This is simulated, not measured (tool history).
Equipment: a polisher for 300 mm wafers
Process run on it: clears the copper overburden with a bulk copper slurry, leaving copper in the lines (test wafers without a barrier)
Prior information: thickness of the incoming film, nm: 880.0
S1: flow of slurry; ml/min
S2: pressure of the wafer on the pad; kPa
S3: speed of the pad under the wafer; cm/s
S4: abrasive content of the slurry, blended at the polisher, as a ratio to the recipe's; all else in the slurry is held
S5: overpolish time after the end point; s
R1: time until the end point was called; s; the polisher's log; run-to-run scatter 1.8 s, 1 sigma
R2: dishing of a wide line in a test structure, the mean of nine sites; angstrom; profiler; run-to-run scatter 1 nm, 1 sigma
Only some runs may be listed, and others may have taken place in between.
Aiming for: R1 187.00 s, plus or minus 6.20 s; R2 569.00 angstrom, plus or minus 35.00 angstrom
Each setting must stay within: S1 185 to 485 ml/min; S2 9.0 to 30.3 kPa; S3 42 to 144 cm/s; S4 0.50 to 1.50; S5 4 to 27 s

run 1 hour=0.0 | S1=310 S2=19.3 S3=92 S4=1.00 S5=14 | R1=103.80 R2=639.48
run 2 hour=4.3 | S1=310 S2=19.3 S3=92 S4=0.90 S5=14 | R1=106.76 R2=633.90
run 3 hour=7.1 | S1=305 S2=15.9 S3=92 S4=0.90 S5=16 | R1=127.05 R2=608.05
run 4 hour=15.3 | S1=375 S2=15.9 S3=92 S4=0.90 S5=16 | R1=129.16 R2=594.78
run 5 hour=17.4 | S1=375 S2=15.9 S3=92 S4=0.90 S5=21 | R1=125.07 R2=731.79
run 6 hour=20.8 | S1=375 S2=13.8 S3=90 S4=0.90 S5=21 | R1=148.30 R2=662.76
run 7 hour=29.7 | S1=375 S2=12.4 S3=90 S4=0.90 S5=21 | R1=162.92 R2=606.47
run 8 hour=31.7 | S1=375 S2=11.7 S3=90 S4=0.90 S5=21 | R1=175.08 R2=575.73

Pick the move, out of 5, that brings all results within their allowed miss; only one does.
run A hour=33.7 | S1=300 S2=14.5 S3=80 S4=0.80 S5=19 | R1=? R2=?
run B hour=33.7 | S1=435 S2=10.3 S3=92 S4=1.00 S5=23 | R1=? R2=?
run C hour=33.7 | S1=335 S2=11.0 S3=96 S4=0.95 S5=23 | R1=? R2=?
run D hour=33.7 | S1=380 S2=12.4 S3=92 S4=0.90 S5=19 | R1=? R2=?
run E hour=33.7 | S1=370 S2=13.8 S3=78 S4=0.85 S5=20 | R1=? R2=?

move=A R1=165.06 R2=557.59
move=B R1=185.14 R2=568.18
move=C R1=172.06 R2=603.69
move=D R1=160.28 R2=561.06
move=E R1=172.14 R2=558.82
A: misses by more than the last run did
B: hits every target within its allowed miss
C: misses by more than the last run did
D: misses by more than the last run did
E: misses by more than the last run did
Move B is the one to make.

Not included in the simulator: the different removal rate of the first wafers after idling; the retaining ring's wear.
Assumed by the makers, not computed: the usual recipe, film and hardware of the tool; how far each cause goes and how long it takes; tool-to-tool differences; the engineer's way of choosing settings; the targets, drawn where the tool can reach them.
